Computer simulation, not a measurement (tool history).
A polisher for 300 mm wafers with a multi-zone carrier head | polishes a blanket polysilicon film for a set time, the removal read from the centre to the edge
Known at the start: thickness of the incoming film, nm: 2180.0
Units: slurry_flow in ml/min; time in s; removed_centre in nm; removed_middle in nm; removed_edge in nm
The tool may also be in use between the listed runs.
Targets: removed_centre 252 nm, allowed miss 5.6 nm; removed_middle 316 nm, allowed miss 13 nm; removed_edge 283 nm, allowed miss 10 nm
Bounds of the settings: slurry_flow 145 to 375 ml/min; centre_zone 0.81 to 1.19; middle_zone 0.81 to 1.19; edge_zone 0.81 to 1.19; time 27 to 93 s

{"run": 1, "day": 0.0, "slurry_flow": 240, "centre_zone": 1, "middle_zone": 1, "edge_zone": 1, "time": 59, "removed_centre": 493.12, "removed_middle": 492.51, "removed_edge": 490.14}
{"run": 2, "day": 0.208, "slurry_flow": 225, "centre_zone": 0.94, "middle_zone": 1.01, "edge_zone": 0.95, "time": 50, "removed_centre": 391.43, "removed_middle": 424.91, "removed_edge": 404.71}
{"run": 3, "day": 0.271, "slurry_flow": 210, "centre_zone": 0.9, "middle_zone": 1.01, "edge_zone": 0.91, "time": 44, "removed_centre": 323.65, "removed_middle": 362.13, "removed_edge": 344.92}
{"run": 4, "day": 0.529, "slurry_flow": 195, "centre_zone": 0.87, "middle_zone": 1.02, "edge_zone": 0.88, "time": 42, "removed_centre": 297.65, "removed_middle": 341.08, "removed_edge": 325.48}
{"run": 5, "day": 0.712, "slurry_flow": 145, "centre_zone": 0.87, "middle_zone": 1.02, "edge_zone": 0.88, "time": 42, "removed_centre": 283.65, "removed_middle": 332.82, "removed_edge": 312.99}
{"run": 6, "day": 1.054, "slurry_flow": 145, "centre_zone": 0.87, "middle_zone": 1.02, "edge_zone": 0.88, "time": 51, "removed_centre": 346.59, "removed_middle": 413.58, "removed_edge": 375.74}
{"run": 7, "day": 1.179, "slurry_flow": 145, "centre_zone": 0.85, "middle_zone": 1.03, "edge_zone": 0.86, "time": 47, "removed_centre": 310.64, "removed_middle": 379.75, "removed_edge": 343.79}
{"run": 8, "day": 1.421, "slurry_flow": 150, "centre_zone": 0.82, "middle_zone": 1.04, "edge_zone": 0.81, "time": 36, "removed_centre": 228.7, "removed_middle": 293.4, "removed_edge": 254.88}
{"run": 9, "day": 1.579, "slurry_flow": 180, "centre_zone": 0.83, "middle_zone": 1.05, "edge_zone": 0.83, "time": 36, "removed_centre": 241.78, "removed_middle": 309.19, "removed_edge": 265.33}
{"run": 10, "day": 1.683, "slurry_flow": 190, "centre_zone": 0.83, "middle_zone": 1.05, "edge_zone": 0.85, "time": 36, "removed_centre": 244.91, "removed_middle": 302.23, "removed_edge": 272.02}
{"run": 11, "day": 1.729, "slurry_flow": 195, "centre_zone": 0.83, "middle_zone": 1.07, "edge_zone": 0.86, "time": 36, "removed_centre": 246.64, "removed_middle": 307.34, "removed_edge": 274.02}

5 next moves are on the table. One of them brings every result within its allowed miss. Which?
{"run": "A", "day": 1.775, "slurry_flow": 195, "centre_zone": 0.85, "middle_zone": 1.05, "edge_zone": 0.81, "time": 35, "removed_centre": "?", "removed_middle": "?", "removed_edge": "?"}
{"run": "B", "day": 1.775, "slurry_flow": 180, "centre_zone": 0.84, "middle_zone": 1.05, "edge_zone": 0.87, "time": 37, "removed_centre": "?", "removed_middle": "?", "removed_edge": "?"}
{"run": "C", "day": 1.775, "slurry_flow": 205, "centre_zone": 0.88, "middle_zone": 0.95, "edge_zone": 0.93, "time": 36, "removed_centre": "?", "removed_middle": "?", "removed_edge": "?"}
{"run": "D", "day": 1.775, "slurry_flow": 185, "centre_zone": 0.81, "middle_zone": 1.05, "edge_zone": 0.94, "time": 37, "removed_centre": "?", "removed_middle": "?", "removed_edge": "?"}
{"run": "E", "day": 1.775, "slurry_flow": 310, "centre_zone": 0.86, "middle_zone": 1.02, "edge_zone": 0.81, "time": 34, "removed_centre": "?", "removed_middle": "?", "removed_edge": "?"}

move=A removed_centre=244.96 removed_middle=297.93 removed_edge=258.11
move=B removed_centre=252.85 removed_middle=311.62 removed_edge=279.45
move=C removed_centre=262.61 removed_middle=285.5 removed_edge=284.21
move=D removed_centre=244.75 removed_middle=312.79 removed_edge=290.36
move=E removed_centre=254.53 removed_middle=297.47 removed_edge=260.39
A: further off than the last run
B: meets every target
C: takes the result that was furthest off past its target
D: further off than the last run
E: brings the result that was furthest off to its target, and leaves another outside
The right move is B.
